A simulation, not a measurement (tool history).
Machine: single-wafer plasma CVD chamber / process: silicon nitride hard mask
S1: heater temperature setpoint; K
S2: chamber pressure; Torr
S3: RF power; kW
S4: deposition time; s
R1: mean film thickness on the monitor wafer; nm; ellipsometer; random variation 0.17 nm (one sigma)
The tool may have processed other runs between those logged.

Run 1, hour 0.0: S1 663.15 K, S2 1.85 Torr, S3 0.290 kW, S4 42.4 s. Result: R1 53.989 nm.
Run 2, hour 6.2: S1 663.15 K, S2 1.85 Torr, S3 0.290 kW, S4 42.4 s. Result: R1 53.604 nm.
Run 3, hour 7.3: S1 663.15 K, S2 1.85 Torr, S3 0.325 kW, S4 42.4 s. Result: R1 58.762 nm.
Run 4, hour 12.2: S1 655.15 K, S2 1.85 Torr, S3 0.325 kW, S4 42.4 s. Result: R1 58.936 nm.
Run 5, hour 16.4: S1 655.15 K, S2 1.85 Torr, S3 0.325 kW, S4 43.7 s. Result: R1 60.979 nm.
Run 6, hour 23.1: S1 655.15 K, S2 1.85 Torr, S3 0.300 kW, S4 43.7 s. Result: R1 57.183 nm.
Run 7, hour 26.4: S1 655.15 K, S2 1.77 Torr, S3 0.290 kW, S4 43.6 s. Result: R1 55.062 nm.
Run 8, hour 34.4: S1 655.15 K, S2 1.40 Torr, S3 0.250 kW, S4 43.2 s. Result: R1 45.119 nm.

The next listed run, before its measurement:
Run 9, hour 38.7: S1 655.15 K, S2 1.43 Torr, S3 0.250 kW, S4 43.2 s. Result: R1 ?.

{"run 9": {"R1": 45.447}}
